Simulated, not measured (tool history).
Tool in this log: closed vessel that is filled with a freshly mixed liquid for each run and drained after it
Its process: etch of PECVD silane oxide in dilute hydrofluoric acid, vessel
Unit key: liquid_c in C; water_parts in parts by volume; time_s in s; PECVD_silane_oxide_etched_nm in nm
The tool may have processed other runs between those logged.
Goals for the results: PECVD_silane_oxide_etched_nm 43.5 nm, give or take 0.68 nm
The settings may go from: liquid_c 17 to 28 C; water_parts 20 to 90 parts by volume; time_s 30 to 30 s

run,hour,liquid_c,water_parts,time_s,PECVD_silane_oxide_etched_nm
1,0,20,50,30,21.518
2,6.6,22,45,30,26.293
3,13.8,22,45,30,26.209
4,22.6,22,45,30,26.259
5,25.5,25,45,30,29.474
6,33.3,25,45,30,29.824
7,36.7,25.5,40,30,34.163
8,40.5,25.5,40,30,34.438
9,44.6,26,40,30,35.021
10,49.7,26.5,40,30,35.745
11,51.6,27,40,30,36.531
12,59.9,27,40,30,36.422

Exactly one of the 4 candidate moves below puts every result within its allowed miss. Which one?
A,68.2,20.5,25,30,?
B,68.2,23,30,30,?
C,68.2,27,35,30,?
D,68.2,28,35,30,?

move,PECVD_silane_oxide_etched_nm
A,45.409
B,41.831
C,42.029
D,43.769
A: carries the result that was furthest off beyond its target, to the other side
B: closer than the last run, but not yet in spec
C: closer than the last run, but not yet in spec
D: meets every target
The right move is D.

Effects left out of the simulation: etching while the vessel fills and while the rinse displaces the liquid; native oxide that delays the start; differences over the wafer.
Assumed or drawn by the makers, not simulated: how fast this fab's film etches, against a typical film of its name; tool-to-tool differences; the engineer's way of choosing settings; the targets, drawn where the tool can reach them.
